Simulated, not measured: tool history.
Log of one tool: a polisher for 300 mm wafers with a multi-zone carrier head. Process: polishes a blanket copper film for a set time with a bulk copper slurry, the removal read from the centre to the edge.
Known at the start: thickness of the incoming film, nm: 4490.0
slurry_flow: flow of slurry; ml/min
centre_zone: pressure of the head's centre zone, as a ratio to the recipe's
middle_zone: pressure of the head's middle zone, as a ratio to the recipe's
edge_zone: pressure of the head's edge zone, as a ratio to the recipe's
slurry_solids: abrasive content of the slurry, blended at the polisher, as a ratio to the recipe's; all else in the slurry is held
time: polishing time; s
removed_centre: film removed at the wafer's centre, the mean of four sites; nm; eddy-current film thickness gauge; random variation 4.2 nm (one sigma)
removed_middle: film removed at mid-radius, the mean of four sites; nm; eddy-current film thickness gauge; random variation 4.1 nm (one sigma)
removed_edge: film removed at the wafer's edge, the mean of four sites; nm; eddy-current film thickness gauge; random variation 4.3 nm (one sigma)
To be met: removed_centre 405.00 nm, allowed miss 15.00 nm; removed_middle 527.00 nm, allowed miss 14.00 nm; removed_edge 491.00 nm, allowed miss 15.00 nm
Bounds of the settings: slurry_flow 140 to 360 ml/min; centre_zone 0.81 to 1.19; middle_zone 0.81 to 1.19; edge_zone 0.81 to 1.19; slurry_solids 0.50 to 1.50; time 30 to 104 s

{"run": 1, "hour": 0.0, "slurry_flow": 230, "centre_zone": 1.0, "middle_zone": 1.0, "edge_zone": 1.0, "slurry_solids": 1.0, "time": 67, "removed_centre": 332.11, "removed_middle": 330.91, "removed_edge": 340.25}
{"run": 2, "hour": 7.2, "slurry_flow": 235, "centre_zone": 0.99, "middle_zone": 1.02, "edge_zone": 1.02, "slurry_solids": 1.05, "time": 68, "removed_centre": 338.19, "removed_middle": 343.8, "removed_edge": 349.94}
{"run": 3, "hour": 15.4, "slurry_flow": 275, "centre_zone": 0.99, "middle_zone": 1.02, "edge_zone": 1.02, "slurry_solids": 1.05, "time": 68, "removed_centre": 335.83, "removed_middle": 346.54, "removed_edge": 344.21}
{"run": 4, "hour": 17.4, "slurry_flow": 275, "centre_zone": 0.99, "middle_zone": 1.1, "edge_zone": 1.02, "slurry_solids": 1.05, "time": 68, "removed_centre": 344.81, "removed_middle": 378.26, "removed_edge": 342.49}
{"run": 5, "hour": 21.6, "slurry_flow": 275, "centre_zone": 1.06, "middle_zone": 1.1, "edge_zone": 1.02, "slurry_solids": 1.05, "time": 68, "removed_centre": 365.97, "removed_middle": 372.9, "removed_edge": 351.1}
{"run": 6, "hour": 23.3, "slurry_flow": 275, "centre_zone": 1.06, "middle_zone": 1.1, "edge_zone": 1.02, "slurry_solids": 1.05, "time": 75, "removed_centre": 398.55, "removed_middle": 408.79, "removed_edge": 385.28}
{"run": 7, "hour": 25.5, "slurry_flow": 270, "centre_zone": 1.03, "middle_zone": 1.1, "edge_zone": 1.04, "slurry_solids": 1.1, "time": 76, "removed_centre": 398.66, "removed_middle": 421.95, "removed_edge": 398.14}
{"run": 8, "hour": 32.7, "slurry_flow": 295, "centre_zone": 0.93, "middle_zone": 1.16, "edge_zone": 1.14, "slurry_solids": 1.35, "time": 80, "removed_centre": 392.2, "removed_middle": 483.61, "removed_edge": 453.39}
{"run": 9, "hour": 36.9, "slurry_flow": 300, "centre_zone": 0.91, "middle_zone": 1.18, "edge_zone": 1.16, "slurry_solids": 1.45, "time": 82, "removed_centre": 405.0, "removed_middle": 509.25, "removed_edge": 477.78}

Which of these 5 next moves meets every target?
{"run": "A", "hour": 41.1, "slurry_flow": 315, "centre_zone": 0.88, "middle_zone": 1.17, "edge_zone": 1.14, "slurry_solids": 1.45, "time": 85, "removed_centre": "?", "removed_middle": "?", "removed_edge": "?"}
{"run": "B", "hour": 41.1, "slurry_flow": 270, "centre_zone": 0.83, "middle_zone": 1.19, "edge_zone": 1.17, "slurry_solids": 1.35, "time": 86, "removed_centre": "?", "removed_middle": "?", "removed_edge": "?"}
{"run": "C", "hour": 41.1, "slurry_flow": 300, "centre_zone": 0.82, "middle_zone": 1.18, "edge_zone": 1.19, "slurry_solids": 1.45, "time": 91, "removed_centre": "?", "removed_middle": "?", "removed_edge": "?"}
{"run": "D", "hour": 41.1, "slurry_flow": 340, "centre_zone": 0.85, "middle_zone": 1.19, "edge_zone": 1.06, "slurry_solids": 1.5, "time": 87, "removed_centre": "?", "removed_middle": "?", "removed_edge": "?"}
{"run": "E", "hour": 41.1, "slurry_flow": 355, "centre_zone": 0.85, "middle_zone": 1.19, "edge_zone": 1.18, "slurry_solids": 1.5, "time": 86, "removed_centre": "?", "removed_middle": "?", "removed_edge": "?"}

move=A removed_centre=412.26 removed_middle=530.64 removed_edge=489.62
move=B removed_centre=381.87 removed_middle=529.51 removed_edge=489.69
move=C removed_centre=409.04 removed_middle=569.68 removed_edge=533.86
move=D removed_centre=413.09 removed_middle=558.04 removed_edge=488.92
move=E removed_centre=409.93 removed_middle=553.47 removed_edge=511.16
A: meets every target
B: brings the result that was furthest off to its target, and leaves another outside
C: takes the result that was furthest off past its target
D: takes the result that was furthest off past its target
E: takes the result that was furthest off past its target
The right move is A.
